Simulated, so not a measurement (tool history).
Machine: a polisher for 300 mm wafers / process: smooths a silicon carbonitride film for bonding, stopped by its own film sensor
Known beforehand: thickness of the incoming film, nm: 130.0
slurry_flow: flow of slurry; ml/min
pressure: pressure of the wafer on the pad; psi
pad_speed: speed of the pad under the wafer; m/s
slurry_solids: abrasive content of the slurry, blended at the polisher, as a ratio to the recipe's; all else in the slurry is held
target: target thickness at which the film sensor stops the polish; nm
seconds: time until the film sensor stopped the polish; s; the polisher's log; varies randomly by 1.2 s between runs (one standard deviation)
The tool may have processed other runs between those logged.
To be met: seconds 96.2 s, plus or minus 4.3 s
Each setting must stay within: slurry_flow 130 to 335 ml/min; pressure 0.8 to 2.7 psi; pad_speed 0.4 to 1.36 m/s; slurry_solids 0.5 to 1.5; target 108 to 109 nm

run 1 day=0 | slurry_flow=215 pressure=1.7 pad_speed=0.88 slurry_solids=1 target=109 | seconds=134.22
run 2 day=0.096 | slurry_flow=215 pressure=1.7 pad_speed=0.88 slurry_solids=1 target=109 | seconds=136.4
run 3 day=0.221 | slurry_flow=215 pressure=1.8 pad_speed=0.88 slurry_solids=1 target=109 | seconds=125.43
run 4 day=0.462 | slurry_flow=215 pressure=1.9 pad_speed=0.88 slurry_solids=1 target=109 | seconds=119.73
run 5 day=0.608 | slurry_flow=215 pressure=1.9 pad_speed=0.78 slurry_solids=1 target=109 | seconds=131.02
run 6 day=0.862 | slurry_flow=195 pressure=1.9 pad_speed=0.78 slurry_solids=1 target=109 | seconds=137.32
run 7 day=0.958 | slurry_flow=215 pressure=2 pad_speed=0.78 slurry_solids=1 target=109 | seconds=127.49
run 8 day=1.196 | slurry_flow=220 pressure=2.1 pad_speed=0.78 slurry_solids=1 target=109 | seconds=120.34
run 9 day=1.258 | slurry_flow=225 pressure=2.2 pad_speed=0.78 slurry_solids=1 target=109 | seconds=114.08
run 10 day=1.55 | slurry_flow=225 pressure=2.3 pad_speed=0.78 slurry_solids=1 target=109 | seconds=107.83
run 11 day=1.842 | slurry_flow=230 pressure=2.3 pad_speed=0.78 slurry_solids=1 target=109 | seconds=108.96

Exercise: of the 5 proposed moves below, exactly one satisfies all targets within the stated allowed misses. Which move is it?
run A day=2.133 | slurry_flow=235 pressure=2.3 pad_speed=0.72 slurry_solids=1 target=109 | seconds=?
run B day=2.133 | slurry_flow=255 pressure=2.2 pad_speed=0.78 slurry_solids=1 target=109 | seconds=?
run C day=2.133 | slurry_flow=225 pressure=2.5 pad_speed=0.58 slurry_solids=0.9 target=109 | seconds=?
run D day=2.133 | slurry_flow=250 pressure=2.4 pad_speed=0.84 slurry_solids=1 target=109 | seconds=?
run E day=2.133 | slurry_flow=235 pressure=2.4 pad_speed=0.78 slurry_solids=0.95 target=109 | seconds=?

move=A seconds=116
move=B seconds=112.73
move=C seconds=134.94
move=D seconds=97.938
move=E seconds=107.54
A: moves away from the targets compared with the last run
B: moves away from the targets compared with the last run
C: moves away from the targets compared with the last run
D: each result inside its tolerance
E: better than the last run, though not everything is in spec
The right move is D.
